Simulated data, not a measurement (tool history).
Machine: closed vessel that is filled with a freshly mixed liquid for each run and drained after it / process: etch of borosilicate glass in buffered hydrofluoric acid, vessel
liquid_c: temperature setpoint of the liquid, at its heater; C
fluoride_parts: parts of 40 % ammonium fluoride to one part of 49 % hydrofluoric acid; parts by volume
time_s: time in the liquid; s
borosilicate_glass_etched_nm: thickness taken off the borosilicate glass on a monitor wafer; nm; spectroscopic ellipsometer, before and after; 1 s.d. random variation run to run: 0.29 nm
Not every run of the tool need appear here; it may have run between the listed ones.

run  hour  liquid_c  fluoride_parts  time_s  borosilicate_glass_etched_nm
  1     0        24              16      30                        21.677
  2   5.2      25.5              14      30                        27.047
  3  10.6      23.5              14      30                        24.134
  4  16.7        25            12.5      30                        29.444
  5  18.7      26.5            11.5      30                        34.107
  6  27.2        24            11.5      30                        30.391
  7  33.2      25.5            10.5      30                        35.386
  8  39.6        27              10      30                        40.649
  9    44        28             9.5      30                        44.666

The next listed run, before its measurement:
     51.6  -- hydrofluoric acid flow meter replaced
 10  51.6        29               9      30                             ?

{"run 10": {"borosilicate_glass_etched_nm": 52.503}}
